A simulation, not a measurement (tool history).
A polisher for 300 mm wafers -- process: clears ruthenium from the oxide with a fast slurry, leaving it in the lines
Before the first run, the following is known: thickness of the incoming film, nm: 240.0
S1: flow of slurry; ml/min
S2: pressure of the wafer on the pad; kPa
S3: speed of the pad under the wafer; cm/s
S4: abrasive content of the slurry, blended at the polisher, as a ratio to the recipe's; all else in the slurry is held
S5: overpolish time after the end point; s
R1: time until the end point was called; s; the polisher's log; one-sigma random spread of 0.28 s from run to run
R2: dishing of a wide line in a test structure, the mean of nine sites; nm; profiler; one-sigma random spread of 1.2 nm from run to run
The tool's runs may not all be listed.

run	hour	S1	S2	S3	S4	S5	R1	R2
1	0.0	270	22.8	110	1.00	15	33.182	54.813
2	1.8	270	26.2	112	1.00	14	29.130	57.734
3	3.2	270	26.2	112	1.15	14	27.490	59.514
4	8.2	270	26.2	112	1.05	14	28.608	59.911
5	13.2	270	26.2	112	1.05	9	28.615	43.010
6	16.1	270	29.6	112	1.05	9	24.771	45.686
7	19.0	270	31.0	114	1.05	11	23.603	56.518

Run 8, settings as shown, results not yet in. Your forecast:
8	23.2	270	32.4	114	1.05	11	?	?

Logged for run 8: R1 22.853 s, R2 57.655 nm.
